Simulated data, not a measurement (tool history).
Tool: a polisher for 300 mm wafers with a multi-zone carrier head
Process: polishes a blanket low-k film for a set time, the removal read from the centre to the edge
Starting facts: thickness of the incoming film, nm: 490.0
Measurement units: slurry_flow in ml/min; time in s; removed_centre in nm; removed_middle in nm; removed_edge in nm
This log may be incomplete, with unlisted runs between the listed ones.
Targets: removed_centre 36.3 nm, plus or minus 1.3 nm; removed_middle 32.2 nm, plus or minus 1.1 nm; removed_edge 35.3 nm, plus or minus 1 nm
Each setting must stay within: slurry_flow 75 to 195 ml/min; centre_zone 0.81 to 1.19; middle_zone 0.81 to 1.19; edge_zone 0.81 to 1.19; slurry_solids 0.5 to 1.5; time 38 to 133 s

run  hour  slurry_flow  centre_zone  middle_zone  edge_zone  slurry_solids  time  removed_centre  removed_middle  removed_edge
  1     0          125            1            1          1              1    85          27.281          28.788         28.01
  2   3.2          125            1         1.09          1              1    85          27.594          30.673        28.166
  3   3.8          125            1         1.09          1           0.85    85          25.598          28.672        26.683
  4   9.7          125         0.96         1.09          1           0.85    85          24.735          28.694        26.357
  5  15.4          100         0.96         1.09          1           0.85    85           23.04          26.857        25.632
  6  19.9           75         0.96         1.09          1           0.85    85          20.843          25.086        23.805
  7  27.4           75         0.96         1.09          1           0.85    85          20.879           24.56        24.087
  8  33.9           90         0.98         1.06       1.03            0.9    85          23.015          26.836        25.965
  9  40.8          100         1.01         1.02       1.05            0.9    85          24.835          25.944        26.513
 10  48.3          110         1.02         1.01       1.07            0.9    85          25.583          26.821        27.431
 11  51.7          120         1.03         0.99       1.09            0.9    85           26.75          26.574        27.542
 12  60.1          125         1.03         0.98       1.11           0.95    85           27.53          27.534        29.003
 13  61.2          135         1.04         0.97       1.12           0.95    85          27.921          27.207        29.311
 14  63.5          140         1.05         0.97       1.13              1    85          29.436          28.105        30.213
 15  66.1          145         1.06         0.97       1.14           1.05    85          30.415          29.625        31.298
 16    72          150         1.07         0.96       1.15           1.05    85          30.747          28.906         31.22
 17  73.3          155         1.08         0.96       1.16            1.1    85          32.214              30        32.415
 18  77.4          160         1.08         0.96       1.16            1.1    85          32.122          29.474        32.063
 19  83.9          160         1.09         0.96       1.16           1.15    85          33.282          30.485        32.522
 20    91          165         1.09         0.96       1.16           1.15    85          32.924          30.382         33.17
 21  92.3          165          1.1         0.96       1.16           1.15    85          33.621           30.08          32.6
 22  96.9          175          1.1         0.96       1.18            1.2    85          33.999          31.374        33.783

Consider the 5 candidate settings below. Which is the only one whose results all fall within their allowed miss of target?
  A  101.5          165         1.15         0.96       1.19           1.35    85               ?               ?             ?
  B  101.5          145         1.05         0.89       1.19            1.3    93               ?               ?             ?
  C  101.5          130         1.14         1.03       1.07            1.3    86               ?               ?             ?
  D  101.5          155         1.06         1.13        1.1           1.45    78               ?               ?             ?
  E  101.5          195         1.05         0.94       1.16            1.3    83               ?               ?             ?

move  removed_centre  removed_middle  removed_edge
   A          36.566          32.336        35.244
   B          35.275          32.019         37.44
   C          34.371          32.706        32.421
   D          31.494          34.552        31.653
   E          33.342          31.467        34.244
A: every result lands within tolerance
B: brings the last run's worst result on target, with another outside its allowed miss
C: lands further from the targets than the last run did
D: lands further from the targets than the last run did
E: lands further from the targets than the last run did
The move that meets every target is A.
